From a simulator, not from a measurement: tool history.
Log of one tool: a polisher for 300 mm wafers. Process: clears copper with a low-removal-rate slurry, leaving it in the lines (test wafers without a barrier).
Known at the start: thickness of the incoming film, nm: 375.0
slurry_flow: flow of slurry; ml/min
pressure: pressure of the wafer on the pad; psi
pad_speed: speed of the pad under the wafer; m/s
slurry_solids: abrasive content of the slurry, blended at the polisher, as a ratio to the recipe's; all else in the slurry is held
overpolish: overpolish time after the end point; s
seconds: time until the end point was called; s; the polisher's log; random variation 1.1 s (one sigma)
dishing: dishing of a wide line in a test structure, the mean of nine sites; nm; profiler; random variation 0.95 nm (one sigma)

run 1 day=0 | slurry_flow=230 pressure=3.5 pad_speed=1.4 slurry_solids=1 overpolish=12 | seconds=73.426 dishing=42.818
run 2 day=0.262 | slurry_flow=230 pressure=3.1 pad_speed=1.4 slurry_solids=1 overpolish=12 | seconds=80.604 dishing=37.883
run 3 day=0.525 | slurry_flow=230 pressure=3.1 pad_speed=1.4 slurry_solids=1 overpolish=10 | seconds=81.317 dishing=33.145
run 4 day=0.608 | slurry_flow=230 pressure=3.1 pad_speed=1.4 slurry_solids=1 overpolish=7 | seconds=80.683 dishing=24.532
run 5 day=0.825 | slurry_flow=230 pressure=3 pad_speed=1.4 slurry_solids=1 overpolish=9 | seconds=85.412 dishing=28.432
run 6 day=1.167 | slurry_flow=230 pressure=3 pad_speed=1.4 slurry_solids=1 overpolish=4 | seconds=83.998 dishing=13.47
run 7 day=1.412 | slurry_flow=230 pressure=2.9 pad_speed=1.4 slurry_solids=1 overpolish=6 | seconds=86.199 dishing=19.23

Run 8 comes next. What will it give?
run 8 day=1.792 | slurry_flow=230 pressure=2.8 pad_speed=1.42 slurry_solids=1 overpolish=8 | seconds=? dishing=?

Run 8 gave seconds 87.224 s, dishing 25.481 nm.
